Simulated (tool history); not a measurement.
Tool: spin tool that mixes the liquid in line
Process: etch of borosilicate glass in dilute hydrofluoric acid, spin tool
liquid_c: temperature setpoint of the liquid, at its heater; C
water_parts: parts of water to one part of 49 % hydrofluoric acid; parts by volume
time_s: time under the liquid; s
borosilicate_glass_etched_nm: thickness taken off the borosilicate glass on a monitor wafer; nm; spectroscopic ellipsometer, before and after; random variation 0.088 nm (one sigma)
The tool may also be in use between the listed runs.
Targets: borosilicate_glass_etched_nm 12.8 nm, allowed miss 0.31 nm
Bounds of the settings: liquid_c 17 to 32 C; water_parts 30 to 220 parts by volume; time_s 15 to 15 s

Run 1, hour 0: liquid_c 24 C, water_parts 125 parts by volume, time_s 15 s. Result: borosilicate_glass_etched_nm 5.8091 nm.
Run 2, hour 5.7: liquid_c 26.5 C, water_parts 110 parts by volume, time_s 15 s. Result: borosilicate_glass_etched_nm 7.3327 nm.
Run 3, hour 10.1: liquid_c 26.5 C, water_parts 125 parts by volume, time_s 15 s. Result: borosilicate_glass_etched_nm 6.3152 nm.
Run 4, hour 15.1: liquid_c 26.5 C, water_parts 160 parts by volume, time_s 15 s. Result: borosilicate_glass_etched_nm 4.7907 nm.
Run 5, hour 17.1: liquid_c 26.5 C, water_parts 130 parts by volume, time_s 15 s. Result: borosilicate_glass_etched_nm 6.0896 nm.
Run 6, hour 18.9: liquid_c 28 C, water_parts 110 parts by volume, time_s 15 s. Result: borosilicate_glass_etched_nm 7.7862 nm.
Run 7, hour 25.4: liquid_c 29 C, water_parts 100 parts by volume, time_s 15 s. Result: borosilicate_glass_etched_nm 9.0276 nm.
Run 8, hour 33.4: liquid_c 30 C, water_parts 95 parts by volume, time_s 15 s. Result: borosilicate_glass_etched_nm 9.8864 nm.
Run 9, hour 36.6: liquid_c 30.5 C, water_parts 90 parts by volume, time_s 15 s. Result: borosilicate_glass_etched_nm 10.827 nm.

Which of these 5 next moves meets every target?
Run A, hour 39.8: liquid_c 31.5 C, water_parts 75 parts by volume, time_s 15 s. Result: borosilicate_glass_etched_nm ?.
Run B, hour 39.8: liquid_c 29 C, water_parts 70 parts by volume, time_s 15 s. Result: borosilicate_glass_etched_nm ?.
Run C, hour 39.8: liquid_c 29.5 C, water_parts 75 parts by volume, time_s 15 s. Result: borosilicate_glass_etched_nm ?.
Run D, hour 39.8: liquid_c 29.5 C, water_parts 70 parts by volume, time_s 15 s. Result: borosilicate_glass_etched_nm ?.
Run E, hour 39.8: liquid_c 31 C, water_parts 75 parts by volume, time_s 15 s. Result: borosilicate_glass_etched_nm ?.

move  borosilicate_glass_etched_nm
   A                        13.652
   B                        13.389
   C                        12.648
   D                        13.651
   E                        13.395
A: takes the result that was furthest off past its target
B: takes the result that was furthest off past its target
C: meets every target
D: takes the result that was furthest off past its target
E: takes the result that was furthest off past its target
Move C is the one to make.
